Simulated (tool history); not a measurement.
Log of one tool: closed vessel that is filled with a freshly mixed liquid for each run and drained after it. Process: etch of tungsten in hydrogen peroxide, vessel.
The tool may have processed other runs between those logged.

run,hour,temperature setpoint of the liquid (C),concentration of hydrogen peroxide in the mixed liquid (% by weight),time in the liquid (s),thickness taken off the tungsten on a monitor wafer (angstrom)
1,0.0,50.0,16,30,204.60
2,0.7,49.0,16,30,192.17
3,2.5,48.5,16,30,188.86
4,9.8,48.5,18,30,198.88
5,14.2,45.0,18,30,158.05
6,20.2,39.5,18,30,112.73
7,26.5,40.0,18,30,115.81

For run 8, what comes out?
8,28.2,41.5,18,30,?

{"run 8": {"thickness taken off the tungsten on a monitor wafer (angstrom)": 127.28}}
